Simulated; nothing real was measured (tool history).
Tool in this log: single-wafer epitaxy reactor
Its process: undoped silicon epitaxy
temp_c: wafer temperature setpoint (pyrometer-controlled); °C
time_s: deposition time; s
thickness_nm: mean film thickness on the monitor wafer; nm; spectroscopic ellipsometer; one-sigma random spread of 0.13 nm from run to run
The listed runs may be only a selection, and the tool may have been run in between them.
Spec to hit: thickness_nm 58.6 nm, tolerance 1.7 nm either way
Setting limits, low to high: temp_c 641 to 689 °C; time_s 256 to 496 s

run  hour  temp_c  time_s  thickness_nm
  1     0     665     376        88.337
  2   2.5     654     376        67.855
  3   4.1     663     376        84.232
  4  10.1     668     376        94.562
     14.7  -- pyrometer calibrated
  5  14.7     666     375        80.938
  6  22.5     666     417        90.177
  7  30.2     664     416        85.199
  8  33.6     662     415        81.015
  9  34.5     660     414        77.178
 10  40.6     659     414        75.341
 11  49.4     658     414        73.459
 12  51.3     657     414        71.754
 13  56.5     656     414        69.965
 14  62.3     655     414        68.203
 15  66.1     655     414        68.375
 16  72.2     654     414        66.637
 17  74.9     654     414        66.662
 18  78.4     653     414        64.925
 19  84.5     651     413        61.373

Which of these 5 next moves meets every target?
  A  90.6     646     422             ?
  B  90.6     643     452             ?
  C  90.6     645     451             ?
  D  90.6     656     383             ?
  E  90.6     652     419             ?

move  thickness_nm
   A        55.661
   B        55.261
   C        58.004
   D        64.795
   E        64.215
A: pushes the last run's worst result past its target
B: pushes the last run's worst result past its target
C: hits every target within its allowed miss
D: its largest miss is bigger than the last run's
E: its largest miss is bigger than the last run's
C is the move that brings every result within its allowed miss.

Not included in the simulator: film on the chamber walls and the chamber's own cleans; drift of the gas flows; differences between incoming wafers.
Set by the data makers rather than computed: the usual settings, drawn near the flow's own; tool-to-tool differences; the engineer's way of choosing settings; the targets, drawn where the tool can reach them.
